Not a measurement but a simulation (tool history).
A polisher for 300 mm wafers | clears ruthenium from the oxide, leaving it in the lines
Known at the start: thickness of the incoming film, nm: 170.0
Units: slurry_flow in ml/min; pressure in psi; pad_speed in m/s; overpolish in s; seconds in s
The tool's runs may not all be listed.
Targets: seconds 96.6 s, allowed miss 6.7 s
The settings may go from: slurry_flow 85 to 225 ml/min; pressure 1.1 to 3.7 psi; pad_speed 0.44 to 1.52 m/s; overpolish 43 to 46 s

{"run": 1, "hour": 0.0, "slurry_flow": 145, "pressure": 2.4, "pad_speed": 0.98, "overpolish": 43, "seconds": 155.7}
{"run": 2, "hour": 3.4, "slurry_flow": 145, "pressure": 2.6, "pad_speed": 1, "overpolish": 43, "seconds": 140.02}
{"run": 3, "hour": 4.6, "slurry_flow": 145, "pressure": 2.8, "pad_speed": 1.02, "overpolish": 43, "seconds": 123.38}
{"run": 4, "hour": 7.8, "slurry_flow": 145, "pressure": 2.9, "pad_speed": 1.02, "overpolish": 43, "seconds": 123.71}
{"run": 5, "hour": 11.8, "slurry_flow": 145, "pressure": 3.2, "pad_speed": 1.02, "overpolish": 43, "seconds": 114.03}
{"run": 6, "hour": 20.5, "slurry_flow": 145, "pressure": 3.3, "pad_speed": 1.02, "overpolish": 43, "seconds": 108.98}
{"run": 7, "hour": 22.4, "slurry_flow": 145, "pressure": 3.4, "pad_speed": 1.02, "overpolish": 43, "seconds": 104.69}
{"run": 8, "hour": 24.1, "slurry_flow": 145, "pressure": 3.4, "pad_speed": 1.02, "overpolish": 43, "seconds": 102.96}

5 next moves are on the table. One of them brings every result within its allowed miss. Which?
{"run": "A", "hour": 25.8, "slurry_flow": 150, "pressure": 3.4, "pad_speed": 1.12, "overpolish": 45, "seconds": "?"}
{"run": "B", "hour": 25.8, "slurry_flow": 150, "pressure": 3, "pad_speed": 1.02, "overpolish": 43, "seconds": "?"}
{"run": "C", "hour": 25.8, "slurry_flow": 160, "pressure": 3, "pad_speed": 1.06, "overpolish": 44, "seconds": "?"}
{"run": "D", "hour": 25.8, "slurry_flow": 125, "pressure": 3.5, "pad_speed": 0.92, "overpolish": 43, "seconds": "?"}
{"run": "E", "hour": 25.8, "slurry_flow": 140, "pressure": 3.4, "pad_speed": 0.94, "overpolish": 43, "seconds": "?"}

move=A seconds=97.581
move=B seconds=118.83
move=C seconds=113.91
move=D seconds=115.11
move=E seconds=113.64
A: meets every target
B: further off than the last run
C: further off than the last run
D: further off than the last run
E: further off than the last run
Move A is the one to make.
